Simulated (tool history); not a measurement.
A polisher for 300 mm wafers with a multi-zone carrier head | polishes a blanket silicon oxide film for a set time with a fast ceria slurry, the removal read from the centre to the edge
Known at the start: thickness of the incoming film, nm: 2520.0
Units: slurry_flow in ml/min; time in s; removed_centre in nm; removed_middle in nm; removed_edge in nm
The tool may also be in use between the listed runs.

Run 1, hour 0: slurry_flow 265 ml/min, centre_zone 1, middle_zone 1, edge_zone 1, time 48 s. Result: removed_centre 1043.1 nm, removed_middle 1030.1 nm, removed_edge 1041.8 nm.
Run 2, hour 5.6: slurry_flow 280 ml/min, centre_zone 1.02, middle_zone 1, edge_zone 0.99, time 48 s. Result: removed_centre 1065.3 nm, removed_middle 1066.3 nm, removed_edge 1044.2 nm.
Run 3, hour 13.6: slurry_flow 280 ml/min, centre_zone 1.02, middle_zone 1, edge_zone 0.99, time 56 s. Result: removed_centre 1231.1 nm, removed_middle 1238.3 nm, removed_edge 1209.3 nm.
Run 4, hour 17.5: slurry_flow 280 ml/min, centre_zone 1.02, middle_zone 1, edge_zone 1.07, time 56 s. Result: removed_centre 1243.4 nm, removed_middle 1237.4 nm, removed_edge 1234 nm.
Run 5, hour 20.4: slurry_flow 280 ml/min, centre_zone 1.07, middle_zone 1, edge_zone 1.07, time 56 s. Result: removed_centre 1314.3 nm, removed_middle 1213.1 nm, removed_edge 1236.6 nm.
Run 6, hour 23.9: slurry_flow 325 ml/min, centre_zone 1.07, middle_zone 1, edge_zone 1.07, time 56 s. Result: removed_centre 1328 nm, removed_middle 1231.5 nm, removed_edge 1249.6 nm.

Run 7 comes next. What will it give?
Run 7, hour 27.9: slurry_flow 320 ml/min, centre_zone 1.08, middle_zone 1, edge_zone 1.04, time 54 s. Result: removed_centre ?, removed_middle ?, removed_edge ?.

{"run 7": {"removed_centre": 1317.6, "removed_middle": 1212.2, "removed_edge": 1193.4}}

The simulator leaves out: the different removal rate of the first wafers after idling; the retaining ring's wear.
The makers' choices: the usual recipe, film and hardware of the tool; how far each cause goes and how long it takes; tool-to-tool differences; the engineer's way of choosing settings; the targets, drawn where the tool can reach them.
